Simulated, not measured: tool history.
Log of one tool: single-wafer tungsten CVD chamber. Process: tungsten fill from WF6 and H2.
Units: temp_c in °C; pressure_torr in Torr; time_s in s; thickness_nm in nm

| run | hour | temp_c | pressure_torr | time_s | thickness_nm |
|---|---|---|---|---|---|
| 1 | 0 | 380 | 52.4 | 35.6 | 82.57 |
| 2 | 6.9 | 387 | 52.4 | 35.6 | 96.06 |
| 3 | 8.2 | 384 | 52.4 | 35.6 | 90.326 |
| 4 | 16.3 | 382 | 52.4 | 35.6 | 87.02 |
| 5 | 23.2 | 382 | 47.2 | 35.6 | 84.16 |
| 6 | 30.5 | 375 | 47.2 | 35.6 | 72.2 |
| 7 | 38.9 | 374 | 47.2 | 35.6 | 70.355 |
| 8 | 40.8 | 373 | 47.2 | 35.6 | 69.085 |
| 9 | 47.7 | 366 | 47.1 | 35.6 | 58.884 |

The next listed run, before its measurement:
| 10 | 53.5 | 367 | 47.1 | 35.6 | ? |

{"run 10": {"thickness_nm": 60.361}}
